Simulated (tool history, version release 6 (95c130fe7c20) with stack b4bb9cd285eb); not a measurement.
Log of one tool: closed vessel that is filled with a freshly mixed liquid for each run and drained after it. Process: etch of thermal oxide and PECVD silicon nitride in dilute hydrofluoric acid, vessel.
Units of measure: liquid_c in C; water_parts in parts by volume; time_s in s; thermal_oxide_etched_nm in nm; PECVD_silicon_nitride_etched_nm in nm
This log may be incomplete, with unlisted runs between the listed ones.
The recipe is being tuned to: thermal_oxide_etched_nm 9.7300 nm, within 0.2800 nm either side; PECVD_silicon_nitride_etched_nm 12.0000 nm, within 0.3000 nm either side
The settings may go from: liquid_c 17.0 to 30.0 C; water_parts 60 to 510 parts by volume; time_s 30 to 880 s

run,hour,liquid_c,water_parts,time_s,thermal_oxide_etched_nm,PECVD_silicon_nitride_etched_nm
1,0.0,22.0,285,450,5.6160,8.3586
2,4.1,22.0,245,450,6.8549,9.7262
3,13.0,22.0,300,450,5.2617,7.8321
4,20.9,18.5,300,450,4.6412,6.4156
5,25.6,18.5,215,450,7.0755,8.8012
6,34.4,19.5,195,440,8.0801,10.1290
7,43.3,20.0,185,435,8.6452,10.6420
8,47.7,20.5,180,430,8.9640,11.4290

5 next moves are on the table. One of them brings every result within its allowed miss. Which?
A,52.1,23.5,205,445,?,?
B,52.1,20.5,220,590,?,?
C,52.1,20.0,175,455,?,?
D,52.1,20.0,235,610,?,?
E,52.1,18.5,150,410,?,?

move,thermal_oxide_etched_nm,PECVD_silicon_nitride_etched_nm
A,8.9632,12.4610
B,9.7459,12.7170
C,9.6905,11.8580
D,9.1238,11.9390
E,9.8418,11.2240
A: about as far from the targets as the last run
B: brings the result that was furthest off to its target, and leaves another outside
C: all results land within tolerance of their targets
D: nearer than the last run, and not there yet
E: brings the result that was furthest off to its target, and leaves another outside
C meets every target.
